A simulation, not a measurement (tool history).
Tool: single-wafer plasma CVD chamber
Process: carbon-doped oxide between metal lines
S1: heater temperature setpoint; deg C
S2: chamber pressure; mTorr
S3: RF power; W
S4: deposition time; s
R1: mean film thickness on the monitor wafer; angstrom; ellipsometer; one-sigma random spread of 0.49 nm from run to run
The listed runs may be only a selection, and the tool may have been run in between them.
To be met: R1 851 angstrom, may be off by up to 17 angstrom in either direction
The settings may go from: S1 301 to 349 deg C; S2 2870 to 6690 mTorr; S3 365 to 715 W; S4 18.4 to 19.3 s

Run 1, hour 0: S1 325 deg C, S2 4780 mTorr, S3 540 W, S4 19.3 s. Result: R1 1092.3 angstrom.
Run 2, hour 5.4: S1 325 deg C, S2 4780 mTorr, S3 605 W, S4 19.3 s. Result: R1 1176 angstrom.
Run 3, hour 9.1: S1 325 deg C, S2 4780 mTorr, S3 650 W, S4 19.3 s. Result: R1 1253.6 angstrom.
Run 4, hour 10.3: S1 327 deg C, S2 4640 mTorr, S3 620 W, S4 19.2 s. Result: R1 1194.6 angstrom.
Run 5, hour 15.1: S1 336 deg C, S2 4640 mTorr, S3 620 W, S4 19.2 s. Result: R1 1156.6 angstrom.
Run 6, hour 21.6: S1 336 deg C, S2 4640 mTorr, S3 620 W, S4 18.4 s. Result: R1 1102.3 angstrom.
Run 7, hour 25.3: S1 336 deg C, S2 4640 mTorr, S3 620 W, S4 18.4 s. Result: R1 1107.6 angstrom.
Run 8, hour 26.5: S1 337 deg C, S2 4570 mTorr, S3 600 W, S4 18.4 s. Result: R1 1084.9 angstrom.
Run 9, hour 31.7: S1 338 deg C, S2 4540 mTorr, S3 575 W, S4 18.4 s. Result: R1 1038.8 angstrom.
Run 10, hour 32.6: S1 339 deg C, S2 4480 mTorr, S3 560 W, S4 18.4 s. Result: R1 1019.2 angstrom.
Run 11, hour 36.7: S1 340 deg C, S2 4430 mTorr, S3 545 W, S4 18.4 s. Result: R1 997.06 angstrom.
Run 12, hour 41.9: S1 341 deg C, S2 4380 mTorr, S3 530 W, S4 18.4 s. Result: R1 954.06 angstrom.
Run 13, hour 48.8: S1 342 deg C, S2 4260 mTorr, S3 525 W, S4 18.4 s. Result: R1 945.54 angstrom.
Run 14, hour 50.7: S1 343 deg C, S2 4140 mTorr, S3 520 W, S4 18.4 s. Result: R1 941.64 angstrom.
Run 15, hour 55.6: S1 344 deg C, S2 4110 mTorr, S3 510 W, S4 18.4 s. Result: R1 929.72 angstrom.
Run 16, hour 64.4: S1 345 deg C, S2 4100 mTorr, S3 505 W, S4 18.4 s. Result: R1 914.29 angstrom.
Run 17, hour 66.6: S1 345 deg C, S2 4070 mTorr, S3 500 W, S4 18.4 s. Result: R1 893.49 angstrom.

Pick the move, out of 4, that brings all results within their allowed miss; only one does.
Run A, hour 68.8: S1 349 deg C, S2 3430 mTorr, S3 460 W, S4 18.4 s. Result: R1 ?.
Run B, hour 68.8: S1 343 deg C, S2 3130 mTorr, S3 445 W, S4 18.4 s. Result: R1 ?.
Run C, hour 68.8: S1 349 deg C, S2 3050 mTorr, S3 485 W, S4 18.6 s. Result: R1 ?.
Run D, hour 68.8: S1 349 deg C, S2 3460 mTorr, S3 450 W, S4 18.6 s. Result: R1 ?.

move      R1
   A  818.61
   B  799.11
   C  857.57
   D   810.7
A: moves the result that the last run missed by most past its target, out the other side
B: moves the result that the last run missed by most past its target, out the other side
C: all results land within tolerance of their targets
D: moves the result that the last run missed by most past its target, out the other side
Answer: C

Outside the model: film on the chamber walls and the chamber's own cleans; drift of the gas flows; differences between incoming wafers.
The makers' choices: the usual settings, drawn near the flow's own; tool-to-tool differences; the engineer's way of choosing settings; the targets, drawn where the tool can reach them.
